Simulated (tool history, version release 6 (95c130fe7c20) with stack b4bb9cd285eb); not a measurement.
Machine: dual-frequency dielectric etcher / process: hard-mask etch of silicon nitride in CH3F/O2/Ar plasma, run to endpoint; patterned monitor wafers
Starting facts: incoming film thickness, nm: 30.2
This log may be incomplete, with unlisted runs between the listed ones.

run 1 hour=0 | source_power_(kW)=0.36 bias_power_(kW)=0.086 | endpoint_time_(s)=39.784
run 2 hour=6.1 | source_power_(kW)=0.36 bias_power_(kW)=0.093 | endpoint_time_(s)=38.06
run 3 hour=10.2 | source_power_(kW)=0.4 bias_power_(kW)=0.093 | endpoint_time_(s)=36.724
run 4 hour=13.9 | source_power_(kW)=0.42 bias_power_(kW)=0.093 | endpoint_time_(s)=36.354
run 5 hour=19.3 | source_power_(kW)=0.43 bias_power_(kW)=0.094 | endpoint_time_(s)=35.688
run 6 hour=19.9 | source_power_(kW)=0.43 bias_power_(kW)=0.082 | endpoint_time_(s)=37.319
run 7 hour=28.9 | source_power_(kW)=0.44 bias_power_(kW)=0.084 | endpoint_time_(s)=36.854

Run 8, settings as shown, results not yet in. Your forecast:
run 8 hour=37.6 | source_power_(kW)=0.5 bias_power_(kW)=0.093 | endpoint_time_(s)=?

endpoint time (s): 33.103

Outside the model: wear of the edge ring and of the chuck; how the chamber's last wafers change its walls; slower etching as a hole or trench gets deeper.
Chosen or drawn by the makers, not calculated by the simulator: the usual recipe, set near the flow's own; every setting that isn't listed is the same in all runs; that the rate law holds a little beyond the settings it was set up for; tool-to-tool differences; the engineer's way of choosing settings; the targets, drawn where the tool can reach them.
